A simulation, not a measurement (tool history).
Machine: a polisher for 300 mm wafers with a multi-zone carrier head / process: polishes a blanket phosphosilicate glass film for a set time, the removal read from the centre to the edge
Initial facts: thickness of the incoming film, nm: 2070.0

run  hour  flow of slurry (ml/min)  pressure of the head's centre zone  pressure of the head's middle zone  pressure of the head's edge zone  abrasive content of the slurry  polishing time (s)  film removed at the wafer's centre (angstrom)  film removed at mid-radius (angstrom)  film removed at the wafer's edge (angstrom)
  1   0.0                      130                                1.00                                1.00                              1.00                            1.00                  67                                         6083.0                                 6071.9                                       6152.2
  2   3.2                      155                                1.00                                1.00                              1.00                            1.00                  67                                         6259.3                                 6372.4                                       6216.1
  3   9.4                      160                                0.98                                1.02                              1.03                            1.00                  67                                         6332.3                                 6454.2                                       6318.9
  4  12.3                      180                                0.98                                1.02                              1.03                            1.00                  67                                         6501.7                                 6612.6                                       6400.3
  5  17.2                      180                                0.95                                1.05                              1.05                            1.00                  67                                         6423.9                                 6634.4                                       6503.4
  6  23.4                      175                                0.92                                1.08                              1.04                            1.05                  67                                         6324.7                                 7009.3                                       6567.3

Expected results for the next run?
  7  26.2                      175                                0.90                                1.09                              1.05                            1.05                  67                                              ?                                      ?                                            ?

For run 7 the tool returned film removed at the wafer's centre (angstrom) 6088.1, film removed at mid-radius (angstrom) 7138.1, film removed at the wafer's edge (angstrom) 6668.1.
